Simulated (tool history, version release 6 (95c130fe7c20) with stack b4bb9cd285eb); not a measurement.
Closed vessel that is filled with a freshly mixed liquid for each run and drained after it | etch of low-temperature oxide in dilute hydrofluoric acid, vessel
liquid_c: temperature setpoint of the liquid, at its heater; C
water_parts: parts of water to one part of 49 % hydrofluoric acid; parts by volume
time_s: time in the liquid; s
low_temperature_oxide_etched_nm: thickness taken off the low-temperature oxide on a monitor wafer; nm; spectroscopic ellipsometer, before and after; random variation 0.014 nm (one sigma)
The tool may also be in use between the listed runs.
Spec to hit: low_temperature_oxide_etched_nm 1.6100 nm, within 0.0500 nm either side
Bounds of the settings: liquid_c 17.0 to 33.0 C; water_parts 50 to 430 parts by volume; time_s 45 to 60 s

run,hour,liquid_c,water_parts,time_s,low_temperature_oxide_etched_nm
1,0.0,25.0,240,60,2.7032
2,1.8,24.0,250,60,2.4646
3,5.0,22.5,250,60,2.2917
4,6.0,22.5,250,60,2.2656
5,11.2,22.5,250,60,2.2721
6,15.9,21.5,255,60,2.1698
7,18.9,21.0,260,60,2.0601
8,25.7,20.5,265,60,1.9921
9,29.3,20.0,270,60,1.9004
10,34.5,19.5,270,60,1.8479
11,38.1,19.0,270,60,1.8648
12,46.9,18.5,275,60,1.7670

5 next moves are on the table. One of them brings every result within its allowed miss. Which?
A,55.7,17.0,250,55,?
B,55.7,20.5,270,60,?
C,55.7,22.5,335,60,?
D,55.7,18.5,255,60,?
E,55.7,19.5,230,50,?

move,low_temperature_oxide_etched_nm
A,1.7353
B,1.9655
C,1.6029
D,1.9574
E,1.9224
A: an improvement on the last run, though not all results are within tolerance
B: further off than the last run
C: each result inside its tolerance
D: further off than the last run
E: further off than the last run
So the answer is move C, the one that meets all the targets.
